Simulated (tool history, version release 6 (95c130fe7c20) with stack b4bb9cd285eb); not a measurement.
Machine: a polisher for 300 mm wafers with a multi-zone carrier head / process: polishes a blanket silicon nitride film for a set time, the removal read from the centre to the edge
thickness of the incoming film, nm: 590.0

| run | hour | flow of slurry (ml/min) | pressure of the head's centre zone | pressure of the head's middle zone | pressure of the head's edge zone | polishing time (s) | film removed at the wafer's centre (Å) | film removed at mid-radius (Å) | film removed at the wafer's edge (Å) |
|---|---|---|---|---|---|---|---|---|---|
| 1 | 0.0 | 230 | 1.00 | 1.00 | 1.00 | 85 | 1613.70 | 1662.90 | 1640.00 |
| 2 | 5.2 | 230 | 1.00 | 1.00 | 1.00 | 69 | 1314.00 | 1342.70 | 1320.30 |
| 3 | 7.7 | 235 | 1.02 | 1.00 | 0.98 | 69 | 1320.80 | 1330.30 | 1307.30 |
| 4 | 12.7 | 235 | 1.04 | 1.01 | 0.97 | 69 | 1327.00 | 1343.50 | 1313.70 |
| 5 | 20.6 | 180 | 1.04 | 1.01 | 0.97 | 69 | 1300.40 | 1296.50 | 1295.50 |
| 6 | 21.4 | 180 | 1.04 | 1.01 | 0.97 | 50 | 953.05 | 938.43 | 906.52 |

Run 7, settings as shown, results not yet in. Your forecast:
| 7 | 22.2 | 205 | 1.07 | 1.02 | 0.97 | 52 | ? | ? | ? |

Logged for run 7: film removed at the wafer's centre (Å) 1029.40, film removed at mid-radius (Å) 1023.60, film removed at the wafer's edge (Å) 971.00.
